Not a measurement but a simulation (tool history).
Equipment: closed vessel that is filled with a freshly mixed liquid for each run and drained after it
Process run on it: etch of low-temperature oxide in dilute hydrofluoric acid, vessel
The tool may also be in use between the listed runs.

run	day	temperature setpoint of the liquid (C)	parts of water to one part of 49 % hydrofluoric acid (parts by volume)	time in the liquid (s)	thickness taken off the low-temperature oxide on a monitor wafer (Å)
1	0	22	265	260	147.13
2	0.379	22	305	260	122.52
3	0.679	22	385	260	90.11
4	1.021	22	385	260	90.598
5	1.4	23.5	350	260	108.05
6	1.7	24.5	315	260	128.22
7	1.962	25.5	290	260	147.85
8	2.154	26.5	270	260	168.18
9	2.512	27	255	260	183.98
10	2.621	27.5	245	260	197.73
11	2.833	28	240	260	205.15
12	3.004	28.5	235	260	214.75
13	3.229	30	205	260	267.66
14	3.325	29.5	205	260	265.17
# day 3.479: hydrofluoric acid flow meter replaced
15	3.479	29	205	260	283.92
16	3.767	28	205	260	274.37
17	3.996	27.5	205	260	269.19

Run 18 comes next. What will it give?
18	4.058	27	205	260	?

thickness taken off the low-temperature oxide on a monitor wafer (Å): 264.02

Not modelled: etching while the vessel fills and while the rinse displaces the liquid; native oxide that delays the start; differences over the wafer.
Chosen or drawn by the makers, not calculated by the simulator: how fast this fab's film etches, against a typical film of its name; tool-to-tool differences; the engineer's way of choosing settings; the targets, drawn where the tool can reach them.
